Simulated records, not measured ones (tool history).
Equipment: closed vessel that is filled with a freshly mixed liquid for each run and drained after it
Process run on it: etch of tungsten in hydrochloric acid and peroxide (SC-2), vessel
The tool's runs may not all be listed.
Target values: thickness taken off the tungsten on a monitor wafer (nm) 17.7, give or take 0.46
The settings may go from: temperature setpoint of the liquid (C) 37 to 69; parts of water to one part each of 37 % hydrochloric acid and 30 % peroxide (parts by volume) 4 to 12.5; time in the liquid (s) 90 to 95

run	hour	temperature setpoint of the liquid (C)	parts of water to one part each of 37 % hydrochloric acid and 30 % peroxide (parts by volume)	time in the liquid (s)	thickness taken off the tungsten on a monitor wafer (nm)
1	0	53	7	90	23.558
2	7	53	5.5	90	28.113
3	11.4	59.5	5.5	90	42.723
4	12.7	57.5	5.5	90	37.275
5	19.1	57.5	7.5	90	29.924
6	24.8	57.5	9.5	90	24.329
7	32.8	56.5	9.5	90	22.782
8	34.3	56	9.5	90	22.422
9	41	55.5	9.5	90	21.74
10	48.3	55	9.5	90	20.776
11	56.9	54.5	9.5	90	20.139
12	57.5	54	9.5	90	19.613
13	60	52	9.5	90	17.283
14	66.4	52	9.5	90	17.188

Which one of the following 4 next-run settings gets every result inside its allowed miss? There is exactly one.
A	72.8	54.5	10.5	90	?
B	72.8	52.5	11	95	?
C	72.8	50.5	9	90	?
D	72.8	54.5	11	90	?

move	thickness taken off the tungsten on a monitor wafer (nm)
A	18.669
B	16.63
C	16.315
D	17.951
A: takes the result that was furthest off past its target
B: its largest miss is bigger than the last run's
C: its largest miss is bigger than the last run's
D: hits every target within its allowed miss
Correct choice: D, which meets every target
